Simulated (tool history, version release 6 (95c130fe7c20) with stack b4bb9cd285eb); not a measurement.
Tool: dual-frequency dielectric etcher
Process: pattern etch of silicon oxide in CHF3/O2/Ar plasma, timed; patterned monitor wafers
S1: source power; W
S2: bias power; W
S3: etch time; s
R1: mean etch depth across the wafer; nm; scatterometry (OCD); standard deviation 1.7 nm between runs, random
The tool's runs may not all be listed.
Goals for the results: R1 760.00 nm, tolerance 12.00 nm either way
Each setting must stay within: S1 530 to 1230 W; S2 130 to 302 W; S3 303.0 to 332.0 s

run,hour,S1,S2,S3,R1
1,0.0,880,216,332.0,816.15
2,7.7,880,182,332.0,738.48
3,14.4,880,202,332.0,783.02
4,15.1,870,202,332.0,777.20
5,19.8,870,202,332.0,782.34
6,25.5,870,215,332.0,804.20
7,26.8,850,215,332.0,793.93
8,33.7,840,215,332.0,789.78
9,39.5,830,215,332.0,787.75
10,43.3,820,215,332.0,780.81
11,51.6,810,215,332.0,774.35

Consider the 5 candidate settings below. Which is the only one whose results all fall within their allowed miss of target?
A,59.9,870,223,322.5,?
B,59.9,790,218,326.5,?
C,59.9,770,230,332.0,?
D,59.9,770,236,328.0,?
E,59.9,850,215,332.0,?

move,R1
A,800.64
B,758.39
C,782.30
D,783.67
E,797.73
A: further off than the last run
B: all results land within tolerance of their targets
C: further off than the last run
D: further off than the last run
E: further off than the last run
B meets every target.

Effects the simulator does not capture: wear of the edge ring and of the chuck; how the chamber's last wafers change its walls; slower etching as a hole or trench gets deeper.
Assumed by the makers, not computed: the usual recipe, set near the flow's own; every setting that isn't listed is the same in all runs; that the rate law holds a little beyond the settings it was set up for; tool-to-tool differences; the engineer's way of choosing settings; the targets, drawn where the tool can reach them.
